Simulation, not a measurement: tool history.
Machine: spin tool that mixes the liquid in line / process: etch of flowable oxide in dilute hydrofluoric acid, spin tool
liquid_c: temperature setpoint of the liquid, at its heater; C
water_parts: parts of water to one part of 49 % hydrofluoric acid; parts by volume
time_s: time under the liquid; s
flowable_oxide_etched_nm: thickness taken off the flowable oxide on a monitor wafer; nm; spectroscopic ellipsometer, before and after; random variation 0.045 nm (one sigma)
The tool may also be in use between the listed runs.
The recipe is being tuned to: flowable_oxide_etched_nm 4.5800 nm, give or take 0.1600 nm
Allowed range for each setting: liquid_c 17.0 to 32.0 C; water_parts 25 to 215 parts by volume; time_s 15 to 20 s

Run 1, hour 0.0: liquid_c 24.0 C, water_parts 120 parts by volume, time_s 20 s. Result: flowable_oxide_etched_nm 5.7027 nm.
Run 2, hour 7.8: liquid_c 23.0 C, water_parts 120 parts by volume, time_s 20 s. Result: flowable_oxide_etched_nm 5.5924 nm.
Run 3, hour 16.8: liquid_c 22.0 C, water_parts 120 parts by volume, time_s 20 s. Result: flowable_oxide_etched_nm 5.2445 nm.
Run 4, hour 19.0: liquid_c 21.5 C, water_parts 120 parts by volume, time_s 20 s. Result: flowable_oxide_etched_nm 5.1092 nm.
Run 5, hour 27.6: liquid_c 21.0 C, water_parts 120 parts by volume, time_s 20 s. Result: flowable_oxide_etched_nm 5.0767 nm.
Run 6, hour 35.8: liquid_c 21.0 C, water_parts 145 parts by volume, time_s 20 s. Result: flowable_oxide_etched_nm 4.0286 nm.
Run 7, hour 41.5: liquid_c 21.5 C, water_parts 145 parts by volume, time_s 20 s. Result: flowable_oxide_etched_nm 4.1569 nm.
Run 8, hour 43.4: liquid_c 22.0 C, water_parts 145 parts by volume, time_s 20 s. Result: flowable_oxide_etched_nm 4.2028 nm.
Run 9, hour 46.0: liquid_c 22.5 C, water_parts 145 parts by volume, time_s 20 s. Result: flowable_oxide_etched_nm 4.3212 nm.
Run 10, hour 51.6: liquid_c 23.0 C, water_parts 145 parts by volume, time_s 20 s. Result: flowable_oxide_etched_nm 4.3223 nm.

4 candidate next runs follow, results not yet known. Just one meets every target within its allowed miss. Identify it.
Run A, hour 57.2: liquid_c 17.0 C, water_parts 115 parts by volume, time_s 20 s. Result: flowable_oxide_etched_nm ?.
Run B, hour 57.2: liquid_c 24.5 C, water_parts 155 parts by volume, time_s 20 s. Result: flowable_oxide_etched_nm ?.
Run C, hour 57.2: liquid_c 18.5 C, water_parts 110 parts by volume, time_s 20 s. Result: flowable_oxide_etched_nm ?.
Run D, hour 57.2: liquid_c 25.5 C, water_parts 110 parts by volume, time_s 15 s. Result: flowable_oxide_etched_nm ?.

move  flowable_oxide_etched_nm
   A                    4.4599
   B                    4.2734
   C                    4.9886
   D                    4.9528
A: meets every target
B: misses by more than the last run did
C: moves the result that the last run missed by most past its target, out the other side
D: moves the result that the last run missed by most past its target, out the other side
Correct choice: A, which meets every target

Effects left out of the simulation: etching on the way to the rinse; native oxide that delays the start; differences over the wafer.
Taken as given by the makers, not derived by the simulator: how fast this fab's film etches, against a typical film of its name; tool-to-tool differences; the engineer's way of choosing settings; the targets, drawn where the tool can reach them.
